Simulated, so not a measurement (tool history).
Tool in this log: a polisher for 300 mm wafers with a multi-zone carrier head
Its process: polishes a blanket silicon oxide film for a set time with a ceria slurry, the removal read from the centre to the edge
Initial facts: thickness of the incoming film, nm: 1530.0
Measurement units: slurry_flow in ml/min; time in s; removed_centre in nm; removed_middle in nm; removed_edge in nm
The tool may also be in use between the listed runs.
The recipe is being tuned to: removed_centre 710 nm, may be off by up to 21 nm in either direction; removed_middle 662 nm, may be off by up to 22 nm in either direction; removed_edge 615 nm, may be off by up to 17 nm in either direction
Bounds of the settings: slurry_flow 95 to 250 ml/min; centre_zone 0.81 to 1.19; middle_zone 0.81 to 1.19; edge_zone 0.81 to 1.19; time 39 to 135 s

run  hour  slurry_flow  centre_zone  middle_zone  edge_zone  time  removed_centre  removed_middle  removed_edge
  1     0          160            1            1          1    87          430.09          425.74        419.64
  2   8.1          160            1         0.97          1    87          434.38          413.21        430.45
  3  16.2          160            1         0.97          1   104          517.08          511.05        511.18
  4  19.3          160            1         0.97          1   117          577.58          559.06        569.72
  5  26.9          180         1.03            1       1.01   118          607.83          581.22         590.7
  6    35          185         1.06         1.04          1   120          656.91           621.5        593.51
  7  39.3          230         1.08         1.06       1.02   120          674.09          649.55        608.82
  8  42.6          230         1.09         1.06       1.02   120          692.29          645.15        612.71
  9  49.6          230         1.09         1.07       1.02   120          689.12           655.6        611.58

Which of these 4 next moves meets every target?
  A  56.6          235         1.18         1.03       1.05   115               ?               ?             ?
  B  56.6          210         1.09         1.16       1.07   117               ?               ?             ?
  C  56.6          210         1.05            1       1.07   123               ?               ?             ?
  D  56.6          240          1.1         1.06       0.99   121               ?               ?             ?

move  removed_centre  removed_middle  removed_edge
   A          720.39          604.42        597.18
   B          667.11          671.12        606.11
   C          674.65           622.6        638.54
   D           708.3          653.39        611.43
A: gets the furthest-off result to its target, but another result is out of tolerance
B: moves away from the targets compared with the last run
C: moves away from the targets compared with the last run
D: every result lands within tolerance
So the answer is move D, the one that meets all the targets.

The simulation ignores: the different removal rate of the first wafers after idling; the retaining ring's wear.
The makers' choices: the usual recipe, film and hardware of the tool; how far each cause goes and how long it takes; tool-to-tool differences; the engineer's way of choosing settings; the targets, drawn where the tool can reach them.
